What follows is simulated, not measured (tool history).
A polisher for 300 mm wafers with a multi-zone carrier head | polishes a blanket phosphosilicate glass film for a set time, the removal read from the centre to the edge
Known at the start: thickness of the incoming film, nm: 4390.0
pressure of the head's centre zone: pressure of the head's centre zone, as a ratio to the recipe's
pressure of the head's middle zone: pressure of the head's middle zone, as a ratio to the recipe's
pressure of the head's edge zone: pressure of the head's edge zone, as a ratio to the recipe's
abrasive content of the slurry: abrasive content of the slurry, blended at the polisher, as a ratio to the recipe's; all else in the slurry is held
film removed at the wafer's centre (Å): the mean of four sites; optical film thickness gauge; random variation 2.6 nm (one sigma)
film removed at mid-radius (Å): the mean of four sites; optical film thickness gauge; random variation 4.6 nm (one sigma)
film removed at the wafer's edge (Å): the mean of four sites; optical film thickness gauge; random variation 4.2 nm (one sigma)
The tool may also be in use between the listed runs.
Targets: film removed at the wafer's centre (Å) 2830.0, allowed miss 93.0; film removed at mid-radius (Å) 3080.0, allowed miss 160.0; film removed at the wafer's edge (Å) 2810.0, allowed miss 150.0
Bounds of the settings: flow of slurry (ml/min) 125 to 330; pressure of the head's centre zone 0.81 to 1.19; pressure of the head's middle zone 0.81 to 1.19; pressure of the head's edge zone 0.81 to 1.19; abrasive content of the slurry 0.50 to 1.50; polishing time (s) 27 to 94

run  hour  flow of slurry (ml/min)  pressure of the head's centre zone  pressure of the head's middle zone  pressure of the head's edge zone  abrasive content of the slurry  polishing time (s)  film removed at the wafer's centre (Å)  film removed at mid-radius (Å)  film removed at the wafer's edge (Å)
  1   0.0                      210                                1.00                                1.00                              1.00                            1.00                  60                                  4530.6                          4618.1                                4482.5
  2   6.7                      210                                0.98                                1.00                              0.97                            0.90                  57                                  4004.5                          4255.2                                4098.3
  3  10.2                      210                                0.98                                1.00                              0.97                            0.80                  57                                  3961.4                          4112.3                                3896.2
  4  11.8                      265                                0.98                                1.00                              0.97                            0.80                  57                                  3952.7                          4229.4                                3882.1
  5  18.1                      265                                0.97                                0.99                              0.96                            0.75                  54                                  3688.3                          3950.4                                3596.3
  6  22.2                      265                                0.97                                0.99                              0.96                            0.60                  54                                  3385.9                          3677.8                                3269.1
  7  25.1                      265                                0.96                                0.97                              0.95                            0.60                  53                                  3274.9                          3426.1                                3132.8
  8  28.0                      265                                0.94                                0.96                              0.93                            0.60                  53                                  3219.9                          3524.7                                3343.8
  9  34.4                      265                                0.94                                0.96                              0.93                            0.60                  52                                  3111.2                          3320.1                                3125.4
 10  38.9                      265                                0.94                                0.96                              0.92                            0.60                  51                                  3065.0                          3282.2                                3081.6
 11  45.0                      265                                0.94                                0.96                              0.92                            0.60                  51                                  3093.0                          3368.7                                3062.9
 12  45.7                      265                                0.94                                0.95                              0.91                            0.60                  51                                  3081.0                          3272.8                                3027.5
 13  53.8                      265                                0.93                                0.95                              0.89                            0.60                  51                                  3029.6                          3333.6                                3008.9
 14  60.7                      260                                0.93                                0.94                              0.88                            0.60                  51                                  3052.9                          3305.2                                3035.5
 15  69.1                      260                                0.93                                0.94                              0.88                            0.60                  51                                  3022.2                          3218.6                                2918.0
 16  73.1                      255                                0.92                                0.94                              0.87                            0.60                  51                                  3003.7                          3266.2                                2945.5
 17  81.5                      250                                0.91                                0.93                              0.86                            0.60                  51                                  3002.0                          3261.7                                2961.6
 18  83.8                      250                                0.90                                0.92                              0.85                            0.60                  51                                  2924.4                          3183.5                                2991.3
 19  88.0                      250                                0.90                                0.92                              0.84                            0.60                  51                                  2954.3                          3170.1                                3024.0

Which of these 4 next moves meets every target?
  A  92.2                      225                                0.92                                0.85                              0.97                            0.50                  59                                       ?                               ?                                     ?
  B  92.2                      245                                0.89                                0.86                              0.83                            0.60                  56                                       ?                               ?                                     ?
  C  92.2                      140                                0.94                                0.87                              0.86                            0.80                  50                                       ?                               ?                                     ?
  D  92.2                      230                                0.94                                0.98                              0.88                            0.70                  45                                       ?                               ?                                     ?

move  film removed at the wafer's centre (Å)  film removed at mid-radius (Å)  film removed at the wafer's edge (Å)
   A                                  3206.9                          3173.1                                3375.1
   B                                  3181.2                          3283.2                                3210.7
   C                                  3040.2                          3027.5                                3045.5
   D                                  2836.6                          3087.9                                2782.0
A: further off than the last run
B: further off than the last run
C: further off than the last run
D: meets every target
The right move is D.

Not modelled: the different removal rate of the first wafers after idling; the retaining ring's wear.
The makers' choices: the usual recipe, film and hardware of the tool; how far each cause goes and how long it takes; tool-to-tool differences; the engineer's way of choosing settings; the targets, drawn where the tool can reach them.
